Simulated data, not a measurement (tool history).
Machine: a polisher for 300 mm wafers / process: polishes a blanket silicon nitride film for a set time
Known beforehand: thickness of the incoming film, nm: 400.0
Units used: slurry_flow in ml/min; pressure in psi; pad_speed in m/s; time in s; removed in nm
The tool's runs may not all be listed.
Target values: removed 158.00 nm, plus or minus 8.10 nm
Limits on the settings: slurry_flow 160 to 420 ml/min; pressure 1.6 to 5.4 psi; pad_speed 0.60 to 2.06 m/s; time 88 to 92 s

{"run": 1, "day": 0.0, "slurry_flow": 270, "pressure": 3.5, "pad_speed": 1.32, "time": 88, "removed": 226.16}
{"run": 2, "day": 0.079, "slurry_flow": 295, "pressure": 3.5, "pad_speed": 1.32, "time": 88, "removed": 229.55}
{"run": 3, "day": 0.292, "slurry_flow": 295, "pressure": 3.2, "pad_speed": 1.3, "time": 88, "removed": 201.98}
{"run": 4, "day": 0.317, "slurry_flow": 295, "pressure": 3.0, "pad_speed": 1.3, "time": 88, "removed": 193.3}
{"run": 5, "day": 0.438, "slurry_flow": 295, "pressure": 2.9, "pad_speed": 1.3, "time": 88, "removed": 179.5}
{"run": 6, "day": 0.525, "slurry_flow": 295, "pressure": 2.8, "pad_speed": 1.3, "time": 88, "removed": 181.37}
{"run": 7, "day": 0.654, "slurry_flow": 295, "pressure": 2.2, "pad_speed": 1.26, "time": 88, "removed": 141.42}
{"run": 8, "day": 0.862, "slurry_flow": 295, "pressure": 2.3, "pad_speed": 1.26, "time": 88, "removed": 141.26}

Which single option among these 4 for the next run brings every result within its allowed miss of target? Just one does.
{"run": "A", "day": 1.071, "slurry_flow": 285, "pressure": 2.8, "pad_speed": 1.22, "time": 92, "removed": "?"}
{"run": "B", "day": 1.071, "slurry_flow": 290, "pressure": 2.6, "pad_speed": 1.34, "time": 90, "removed": "?"}
{"run": "C", "day": 1.071, "slurry_flow": 315, "pressure": 2.4, "pad_speed": 1.24, "time": 91, "removed": "?"}
{"run": "D", "day": 1.071, "slurry_flow": 315, "pressure": 3.0, "pad_speed": 1.08, "time": 92, "removed": "?"}

move=A removed=179.41
move=B removed=174.94
move=C removed=156.30
move=D removed=177.82
A: carries the result that was furthest off beyond its target, to the other side
B: carries the result that was furthest off beyond its target, to the other side
C: all results in spec
D: carries the result that was furthest off beyond its target, to the other side
C is the move that brings every result within its allowed miss.
